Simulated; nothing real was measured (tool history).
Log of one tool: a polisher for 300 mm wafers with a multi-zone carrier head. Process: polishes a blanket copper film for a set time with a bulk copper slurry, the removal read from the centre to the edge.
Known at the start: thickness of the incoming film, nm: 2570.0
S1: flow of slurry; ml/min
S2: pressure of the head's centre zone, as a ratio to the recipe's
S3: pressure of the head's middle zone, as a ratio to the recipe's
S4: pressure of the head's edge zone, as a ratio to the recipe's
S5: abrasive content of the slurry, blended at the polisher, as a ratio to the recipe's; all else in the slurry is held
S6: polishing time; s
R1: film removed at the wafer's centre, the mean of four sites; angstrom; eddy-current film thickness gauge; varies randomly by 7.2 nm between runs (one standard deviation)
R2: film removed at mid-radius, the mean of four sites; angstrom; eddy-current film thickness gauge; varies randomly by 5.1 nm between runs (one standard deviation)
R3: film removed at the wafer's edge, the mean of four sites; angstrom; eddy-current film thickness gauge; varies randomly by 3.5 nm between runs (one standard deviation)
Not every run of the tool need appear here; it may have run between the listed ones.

run  hour   S1    S2    S3    S4    S5  S6      R1      R2      R3
  1   0.0  120  1.00  1.00  1.00  1.00  45  3433.8  3481.7  3490.8
  2   4.4  120  1.00  1.00  1.00  1.00  52  3920.3  4105.9  4006.4
  3   8.0  135  1.03  1.00  1.05  1.15  53  4574.5  4528.9  4507.0
  4  16.0  145  1.03  1.00  1.09  1.20  53  4534.3  4682.1  4730.7
  5  17.7  145  1.03  1.00  1.09  1.05  53  4470.3  4425.7  4474.5
  6  19.5  145  1.03  0.92  1.09  1.05  53  4301.7  4135.2  4519.4
  7  23.1  155  1.05  0.95  1.11  1.15  53  4724.1  4433.8  4690.7

Run 8, settings as shown, results not yet in. Your forecast:
  8  27.8  160  1.06  0.96  1.13  1.25  53   ?   ?   ?

{"run 8": {"R1": 4875.1, "R2": 4578.2, "R3": 4889.9}}

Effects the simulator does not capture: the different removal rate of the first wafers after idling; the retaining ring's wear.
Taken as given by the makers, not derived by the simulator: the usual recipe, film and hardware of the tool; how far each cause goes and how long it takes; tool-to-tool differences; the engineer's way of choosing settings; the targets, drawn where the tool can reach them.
